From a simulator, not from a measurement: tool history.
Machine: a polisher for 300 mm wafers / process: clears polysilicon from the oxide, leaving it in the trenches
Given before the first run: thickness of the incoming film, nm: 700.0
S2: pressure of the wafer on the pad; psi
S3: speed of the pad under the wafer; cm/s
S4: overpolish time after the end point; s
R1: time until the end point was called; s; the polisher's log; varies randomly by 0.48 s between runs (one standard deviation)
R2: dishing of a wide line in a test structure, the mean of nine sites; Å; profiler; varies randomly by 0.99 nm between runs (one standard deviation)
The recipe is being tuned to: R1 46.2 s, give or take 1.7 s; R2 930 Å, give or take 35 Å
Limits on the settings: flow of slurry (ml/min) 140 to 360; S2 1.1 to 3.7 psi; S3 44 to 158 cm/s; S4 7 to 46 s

Run 1, day 0: flow of slurry (ml/min) 230, S2 2.4 psi, S3 100 cm/s, S4 24 s. Result: R1 61.195 s, R2 888.65 Å.
Run 2, day 0.133: flow of slurry (ml/min) 190, S2 2.4 psi, S3 100 cm/s, S4 24 s. Result: R1 61.347 s, R2 904.47 Å.
Run 3, day 0.367: flow of slurry (ml/min) 225, S2 2.4 psi, S3 100 cm/s, S4 24 s. Result: R1 60.452 s, R2 880.03 Å.
Run 4, day 0.712: flow of slurry (ml/min) 225, S2 2.6 psi, S3 100 cm/s, S4 25 s. Result: R1 54.832 s, R2 915.12 Å.
Run 5, day 1.038: flow of slurry (ml/min) 255, S2 2.6 psi, S3 100 cm/s, S4 25 s. Result: R1 54.217 s, R2 910.79 Å.
Run 6, day 1.208: flow of slurry (ml/min) 255, S2 2.7 psi, S3 100 cm/s, S4 25 s. Result: R1 52.946 s, R2 930.15 Å.
Run 7, day 1.475: flow of slurry (ml/min) 255, S2 2.8 psi, S3 100 cm/s, S4 24 s. Result: R1 51.123 s, R2 916.04 Å.
Run 8, day 1.638: flow of slurry (ml/min) 255, S2 2.9 psi, S3 100 cm/s, S4 24 s. Result: R1 48.994 s, R2 910.57 Å.

Exactly one of the 5 candidate moves below puts every result within its allowed miss. Which one?
Run A, day 1.8: flow of slurry (ml/min) 250, S2 3.2 psi, S3 96 cm/s, S4 25 s. Result: R1 ?, R2 ?.
Run B, day 1.8: flow of slurry (ml/min) 200, S2 3 psi, S3 100 cm/s, S4 27 s. Result: R1 ?, R2 ?.
Run C, day 1.8: flow of slurry (ml/min) 265, S2 3 psi, S3 88 cm/s, S4 16 s. Result: R1 ?, R2 ?.
Run D, day 1.8: flow of slurry (ml/min) 255, S2 3 psi, S3 118 cm/s, S4 26 s. Result: R1 ?, R2 ?.
Run E, day 1.8: flow of slurry (ml/min) 250, S2 2.6 psi, S3 112 cm/s, S4 39 s. Result: R1 ?, R2 ?.

move      R1      R2
   A  46.526  934.09
   B  49.032  935.61
   C    52.7  856.13
   D  42.013  941.38
   E  50.455  947.23
A: meets every target
B: neither nearer nor further off than the last run
C: further off than the last run
D: the result that was furthest off in the last run now lies on the other side of its target
E: further off than the last run
A is the move that brings every result within its allowed miss.

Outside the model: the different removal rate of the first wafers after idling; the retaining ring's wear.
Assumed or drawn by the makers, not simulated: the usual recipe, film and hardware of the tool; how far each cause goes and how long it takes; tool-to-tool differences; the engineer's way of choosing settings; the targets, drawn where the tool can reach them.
